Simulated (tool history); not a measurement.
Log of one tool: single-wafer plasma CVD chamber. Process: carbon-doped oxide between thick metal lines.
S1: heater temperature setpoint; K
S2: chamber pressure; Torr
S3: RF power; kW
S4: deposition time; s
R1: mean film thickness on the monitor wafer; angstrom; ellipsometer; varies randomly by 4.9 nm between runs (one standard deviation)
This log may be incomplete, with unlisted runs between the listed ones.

run	hour	S1	S2	S3	S4	R1
1	0	628.15	6.24	0.59	161	8514.3
2	1.3	628.15	6.27	0.605	161	8633.6
3	4.6	621.15	6.27	0.605	161	8797.5
4	7.9	612.15	6.27	0.605	161	9024.3
5	8.8	622.15	6.27	0.605	161	8875.7
6	13.3	612.15	6.27	0.605	161	9138.2
7	19.1	612.15	6.29	0.61	161	9071.8
# hour 22.9: thermocouple changed; heater temperature recalibrated
8	22.9	612.15	6.3	0.62	161	9376.2
9	30.9	612.15	6.33	0.625	161	9499.3
10	37.3	612.15	6.37	0.625	161	9495.9
11	37.9	612.15	6.41	0.625	161	9519.4
12	45	612.15	6.45	0.625	161	9579.9
13	48.4	612.15	6.48	0.625	161	9550.5

The next listed run, before its measurement:
14	49.4	612.15	6.48	0.625	161	?

Run 14 came out at R1 9458.4 angstrom.
